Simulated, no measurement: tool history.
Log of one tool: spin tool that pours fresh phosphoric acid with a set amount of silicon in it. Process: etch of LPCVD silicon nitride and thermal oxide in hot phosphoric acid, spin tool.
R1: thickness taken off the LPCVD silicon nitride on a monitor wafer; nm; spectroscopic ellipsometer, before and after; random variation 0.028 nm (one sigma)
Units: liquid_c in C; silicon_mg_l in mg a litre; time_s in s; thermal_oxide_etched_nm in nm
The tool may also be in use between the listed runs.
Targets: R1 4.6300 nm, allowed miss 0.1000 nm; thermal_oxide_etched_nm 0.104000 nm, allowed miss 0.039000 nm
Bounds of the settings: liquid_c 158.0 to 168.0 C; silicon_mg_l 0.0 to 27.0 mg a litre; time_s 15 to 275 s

Run 1, hour 0.0: liquid_c 163.0 C, silicon_mg_l 12.0 mg a litre, time_s 140 s. Result: R1 14.1350 nm, thermal_oxide_etched_nm 0.518270 nm.
Run 2, hour 2.7: liquid_c 163.0 C, silicon_mg_l 12.0 mg a litre, time_s 195 s. Result: R1 19.9290 nm, thermal_oxide_etched_nm 0.680610 nm.
Run 3, hour 10.7: liquid_c 163.0 C, silicon_mg_l 18.5 mg a litre, time_s 195 s. Result: R1 19.7410 nm, thermal_oxide_etched_nm 0.447390 nm.
Run 4, hour 15.4: liquid_c 163.0 C, silicon_mg_l 18.5 mg a litre, time_s 160 s. Result: R1 16.2220 nm, thermal_oxide_etched_nm 0.433680 nm.
Run 5, hour 18.2: liquid_c 162.5 C, silicon_mg_l 16.5 mg a litre, time_s 140 s. Result: R1 13.8210 nm, thermal_oxide_etched_nm 0.395610 nm.
At hour 22.2: thermometer replaced.
Run 6, hour 22.2: liquid_c 162.0 C, silicon_mg_l 17.0 mg a litre, time_s 125 s. Result: R1 11.7400 nm, thermal_oxide_etched_nm 0.281620 nm.
Run 7, hour 28.4: liquid_c 161.5 C, silicon_mg_l 16.0 mg a litre, time_s 115 s. Result: R1 10.5580 nm, thermal_oxide_etched_nm 0.345010 nm.
Run 8, hour 34.7: liquid_c 161.0 C, silicon_mg_l 17.5 mg a litre, time_s 105 s. Result: R1 9.5119 nm, thermal_oxide_etched_nm 0.242580 nm.
Run 9, hour 40.4: liquid_c 161.0 C, silicon_mg_l 17.5 mg a litre, time_s 105 s. Result: R1 9.4798 nm, thermal_oxide_etched_nm 0.176600 nm.
Run 10, hour 43.8: liquid_c 160.5 C, silicon_mg_l 16.5 mg a litre, time_s 95 s. Result: R1 8.3468 nm, thermal_oxide_etched_nm 0.181600 nm.
Run 11, hour 47.4: liquid_c 160.0 C, silicon_mg_l 15.5 mg a litre, time_s 90 s. Result: R1 7.8538 nm, thermal_oxide_etched_nm 0.165910 nm.
Run 12, hour 49.6: liquid_c 158.0 C, silicon_mg_l 8.5 mg a litre, time_s 20 s. Result: R1 1.6278 nm, thermal_oxide_etched_nm 0.045386 nm.
Run 13, hour 58.0: liquid_c 160.5 C, silicon_mg_l 10.0 mg a litre, time_s 15 s. Result: R1 1.3298 nm, thermal_oxide_etched_nm 0.037144 nm.
Run 14, hour 59.1: liquid_c 160.5 C, silicon_mg_l 12.0 mg a litre, time_s 15 s. Result: R1 1.3229 nm, thermal_oxide_etched_nm 0.035590 nm.
Run 15, hour 66.3: liquid_c 160.5 C, silicon_mg_l 13.5 mg a litre, time_s 20 s. Result: R1 1.7812 nm, thermal_oxide_etched_nm 0.045515 nm.
Run 16, hour 72.8: liquid_c 163.0 C, silicon_mg_l 21.0 mg a litre, time_s 25 s. Result: R1 2.4175 nm, thermal_oxide_etched_nm 0.071388 nm.
Run 17, hour 75.0: liquid_c 165.5 C, silicon_mg_l 27.0 mg a litre, time_s 80 s. Result: R1 8.4147 nm, thermal_oxide_etched_nm 0.211620 nm.
Run 18, hour 82.8: liquid_c 164.5 C, silicon_mg_l 25.5 mg a litre, time_s 80 s. Result: R1 8.0711 nm, thermal_oxide_etched_nm 0.170590 nm.
Run 19, hour 90.9: liquid_c 164.0 C, silicon_mg_l 24.0 mg a litre, time_s 80 s. Result: R1 7.9664 nm, thermal_oxide_etched_nm 0.145860 nm.
Run 20, hour 93.7: liquid_c 163.5 C, silicon_mg_l 22.5 mg a litre, time_s 80 s. Result: R1 7.8414 nm, thermal_oxide_etched_nm 0.198750 nm.
Run 21, hour 98.3: liquid_c 163.5 C, silicon_mg_l 21.5 mg a litre, time_s 80 s. Result: R1 7.8167 nm, thermal_oxide_etched_nm 0.205830 nm.
Run 22, hour 106.7: liquid_c 163.0 C, silicon_mg_l 20.0 mg a litre, time_s 80 s. Result: R1 7.7491 nm, thermal_oxide_etched_nm 0.209670 nm.
Run 23, hour 107.3: liquid_c 162.5 C, silicon_mg_l 18.5 mg a litre, time_s 80 s. Result: R1 7.5251 nm, thermal_oxide_etched_nm 0.198050 nm.
Run 24, hour 110.9: liquid_c 162.0 C, silicon_mg_l 17.0 mg a litre, time_s 80 s. Result: R1 7.3730 nm, thermal_oxide_etched_nm 0.141110 nm.
Run 25, hour 112.4: liquid_c 162.0 C, silicon_mg_l 15.5 mg a litre, time_s 80 s. Result: R1 7.5252 nm, thermal_oxide_etched_nm 0.209380 nm.
Run 26, hour 119.7: liquid_c 161.5 C, silicon_mg_l 15.0 mg a litre, time_s 80 s. Result: R1 7.3769 nm, thermal_oxide_etched_nm 0.231460 nm.
Run 27, hour 125.5: liquid_c 161.0 C, silicon_mg_l 15.0 mg a litre, time_s 75 s. Result: R1 6.7206 nm, thermal_oxide_etched_nm 0.148550 nm.
Run 28, hour 131.1: liquid_c 161.5 C, silicon_mg_l 15.0 mg a litre, time_s 75 s. Result: R1 6.8092 nm, thermal_oxide_etched_nm 0.205810 nm.

4 next moves are on the table. One of them brings every result within its allowed miss. Which?
Run A, hour 136.7: liquid_c 160.5 C, silicon_mg_l 27.0 mg a litre, time_s 65 s. Result: R1 ?, thermal_oxide_etched_nm ?.
Run B, hour 136.7: liquid_c 162.0 C, silicon_mg_l 16.5 mg a litre, time_s 50 s. Result: R1 ?, thermal_oxide_etched_nm ?.
Run C, hour 136.7: liquid_c 166.0 C, silicon_mg_l 0.0 mg a litre, time_s 55 s. Result: R1 ?, thermal_oxide_etched_nm ?.
Run D, hour 136.7: liquid_c 159.0 C, silicon_mg_l 7.5 mg a litre, time_s 130 s. Result: R1 ?, thermal_oxide_etched_nm ?.

move       R1  thermal_oxide_etched_nm
   A   5.7321                 0.108310
   B   4.6358                 0.127940
   C   5.8183                 0.268960
   D  10.9000                 0.328770
A: nearer than the last run, and not there yet
B: meets every target
C: nearer than the last run, and not there yet
D: further off than the last run
Move B is the one to make.
